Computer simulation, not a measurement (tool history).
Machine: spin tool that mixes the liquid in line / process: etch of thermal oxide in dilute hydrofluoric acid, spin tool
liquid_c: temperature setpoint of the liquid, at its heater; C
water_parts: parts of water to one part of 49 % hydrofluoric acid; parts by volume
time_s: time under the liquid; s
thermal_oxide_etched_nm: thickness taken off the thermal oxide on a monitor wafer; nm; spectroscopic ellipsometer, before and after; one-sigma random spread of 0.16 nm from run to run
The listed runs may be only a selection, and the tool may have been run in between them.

{"run": 1, "hour": 0.0, "liquid_c": 22.0, "water_parts": 50, "time_s": 320, "thermal_oxide_etched_nm": 28.629}
{"run": 2, "hour": 2.0, "liquid_c": 22.0, "water_parts": 50, "time_s": 320, "thermal_oxide_etched_nm": 28.906}
{"run": 3, "hour": 10.8, "liquid_c": 22.0, "water_parts": 50, "time_s": 320, "thermal_oxide_etched_nm": 28.859}
{"run": 4, "hour": 12.2, "liquid_c": 22.0, "water_parts": 35, "time_s": 320, "thermal_oxide_etched_nm": 42.661}
{"run": 5, "hour": 14.6, "liquid_c": 22.0, "water_parts": 25, "time_s": 320, "thermal_oxide_etched_nm": 59.042}
{"run": 6, "hour": 20.3, "liquid_c": 21.5, "water_parts": 30, "time_s": 320, "thermal_oxide_etched_nm": 48.105}
{"run": 7, "hour": 21.0, "liquid_c": 21.0, "water_parts": 30, "time_s": 320, "thermal_oxide_etched_nm": 47.559}
{"run": 8, "hour": 29.6, "liquid_c": 20.5, "water_parts": 35, "time_s": 320, "thermal_oxide_etched_nm": 39.291}

The next listed run, before its measurement:
{"run": 9, "hour": 35.9, "liquid_c": 20.0, "water_parts": 35, "time_s": 320, "thermal_oxide_etched_nm": "?"}

{"run 9": {"thermal_oxide_etched_nm": 38.526}}

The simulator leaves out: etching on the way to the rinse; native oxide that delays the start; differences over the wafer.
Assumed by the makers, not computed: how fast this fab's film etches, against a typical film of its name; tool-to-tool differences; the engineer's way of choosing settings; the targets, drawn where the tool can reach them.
